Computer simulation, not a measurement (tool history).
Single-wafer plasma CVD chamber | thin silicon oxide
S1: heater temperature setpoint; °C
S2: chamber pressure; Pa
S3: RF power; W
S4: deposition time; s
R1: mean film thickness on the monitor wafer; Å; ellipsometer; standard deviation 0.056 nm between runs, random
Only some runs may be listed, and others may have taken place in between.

{"run": 1, "hour": 0.0, "S1": 395, "S2": 135, "S3": 320, "S4": 4.16, "R1": 95.632}
{"run": 2, "hour": 1.8, "S1": 395, "S2": 139, "S3": 320, "S4": 4.16, "R1": 97.473}
{"run": 3, "hour": 6.4, "S1": 395, "S2": 139, "S3": 360, "S4": 4.16, "R1": 101.99}
{"run": 4, "hour": 11.3, "S1": 405, "S2": 139, "S3": 360, "S4": 4.16, "R1": 100.73}
{"run": 5, "hour": 12.9, "S1": 405, "S2": 139, "S3": 335, "S4": 4.16, "R1": 97.797}
{"run": 6, "hour": 19.2, "S1": 405, "S2": 139, "S3": 315, "S4": 4.16, "R1": 95.272}
{"run": 7, "hour": 20.6, "S1": 405, "S2": 143, "S3": 315, "S4": 4.16, "R1": 96.745}
{"run": 8, "hour": 23.8, "S1": 405, "S2": 143, "S3": 315, "S4": 4.16, "R1": 96.693}
{"run": 9, "hour": 31.5, "S1": 404, "S2": 147, "S3": 315, "S4": 4.16, "R1": 98.405}
{"run": 10, "hour": 33.7, "S1": 404, "S2": 173, "S3": 320, "S4": 4.16, "R1": 106.67}
{"run": 11, "hour": 36.1, "S1": 404, "S2": 176, "S3": 325, "S4": 4.16, "R1": 108.08}
{"run": 12, "hour": 39.0, "S1": 404, "S2": 177, "S3": 330, "S4": 4.16, "R1": 108.82}

Predict the results of run 13:
{"run": 13, "hour": 46.8, "S1": 404, "S2": 179, "S3": 335, "S4": 4.16, "R1": "?"}

R1: 110.590 Å
